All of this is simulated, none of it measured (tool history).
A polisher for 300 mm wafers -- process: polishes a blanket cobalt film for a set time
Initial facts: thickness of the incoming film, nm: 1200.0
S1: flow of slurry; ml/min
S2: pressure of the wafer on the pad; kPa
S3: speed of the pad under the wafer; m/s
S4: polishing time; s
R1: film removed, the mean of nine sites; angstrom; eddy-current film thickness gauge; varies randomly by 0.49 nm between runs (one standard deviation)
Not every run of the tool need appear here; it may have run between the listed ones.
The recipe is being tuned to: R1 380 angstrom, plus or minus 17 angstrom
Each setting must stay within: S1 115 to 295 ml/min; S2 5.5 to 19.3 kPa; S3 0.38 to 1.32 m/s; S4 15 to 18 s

{"run": 1, "day": 0.0, "S1": 190, "S2": 12.4, "S3": 0.84, "S4": 18, "R1": 765.39}
{"run": 2, "day": 0.096, "S1": 190, "S2": 12.4, "S3": 0.84, "S4": 15, "R1": 622.96}
{"run": 3, "day": 0.338, "S1": 190, "S2": 11.7, "S3": 0.84, "S4": 15, "R1": 589.16}
{"run": 4, "day": 0.538, "S1": 190, "S2": 11, "S3": 0.84, "S4": 15, "R1": 549.9}
{"day": 0.829, "done": "worn pad replaced by a new one"}
{"run": 5, "day": 0.829, "S1": 190, "S2": 10.3, "S3": 0.84, "S4": 15, "R1": 556.45}
{"run": 6, "day": 1.167, "S1": 190, "S2": 9.7, "S3": 0.84, "S4": 15, "R1": 520.43}
{"run": 7, "day": 1.5, "S1": 190, "S2": 9, "S3": 0.84, "S4": 15, "R1": 475.56}
{"run": 8, "day": 1.85, "S1": 190, "S2": 7.6, "S3": 0.84, "S4": 15, "R1": 411.32}

5 candidate next runs follow, results not yet known. Just one meets every target within its allowed miss. Identify it.
{"run": "A", "day": 2.2, "S1": 150, "S2": 8.3, "S3": 0.8, "S4": 17, "R1": "?"}
{"run": "B", "day": 2.2, "S1": 200, "S2": 7.6, "S3": 0.82, "S4": 16, "R1": "?"}
{"run": "C", "day": 2.2, "S1": 170, "S2": 7.6, "S3": 0.74, "S4": 16, "R1": "?"}
{"run": "D", "day": 2.2, "S1": 220, "S2": 7.6, "S3": 0.88, "S4": 15, "R1": "?"}
{"run": "E", "day": 2.2, "S1": 180, "S2": 6.9, "S3": 1.04, "S4": 16, "R1": "?"}

move=A R1=468
move=B R1=435.43
move=C R1=387.01
move=D R1=440.87
move=E R1=486.05
A: further off than the last run
B: further off than the last run
C: meets every target
D: further off than the last run
E: further off than the last run
Move C is the one to make.
